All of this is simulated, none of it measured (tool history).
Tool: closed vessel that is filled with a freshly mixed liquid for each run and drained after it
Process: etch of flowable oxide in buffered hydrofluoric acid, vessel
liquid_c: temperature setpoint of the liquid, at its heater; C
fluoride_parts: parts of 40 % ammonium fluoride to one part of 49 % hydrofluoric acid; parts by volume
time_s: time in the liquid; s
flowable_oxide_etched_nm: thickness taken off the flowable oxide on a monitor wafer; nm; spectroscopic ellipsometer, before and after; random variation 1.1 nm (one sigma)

Run 1, hour 0.0: liquid_c 23.0 C, fluoride_parts 22.0 parts by volume, time_s 90 s. Result: flowable_oxide_etched_nm 109.75 nm.
Run 2, hour 8.6: liquid_c 23.5 C, fluoride_parts 22.0 parts by volume, time_s 90 s. Result: flowable_oxide_etched_nm 113.57 nm.
Run 3, hour 10.5: liquid_c 23.5 C, fluoride_parts 17.5 parts by volume, time_s 90 s. Result: flowable_oxide_etched_nm 137.86 nm.
Run 4, hour 16.7: liquid_c 27.0 C, fluoride_parts 17.5 parts by volume, time_s 90 s. Result: flowable_oxide_etched_nm 168.72 nm.
Run 5, hour 21.3: liquid_c 25.5 C, fluoride_parts 17.5 parts by volume, time_s 90 s. Result: flowable_oxide_etched_nm 152.67 nm.
Run 6, hour 30.0: liquid_c 28.0 C, fluoride_parts 17.5 parts by volume, time_s 90 s. Result: flowable_oxide_etched_nm 174.73 nm.

Forecast run 7:
Run 7, hour 32.4: liquid_c 27.5 C, fluoride_parts 17.5 parts by volume, time_s 90 s. Result: flowable_oxide_etched_nm ?.

{"run 7": {"flowable_oxide_etched_nm": 171.36}}

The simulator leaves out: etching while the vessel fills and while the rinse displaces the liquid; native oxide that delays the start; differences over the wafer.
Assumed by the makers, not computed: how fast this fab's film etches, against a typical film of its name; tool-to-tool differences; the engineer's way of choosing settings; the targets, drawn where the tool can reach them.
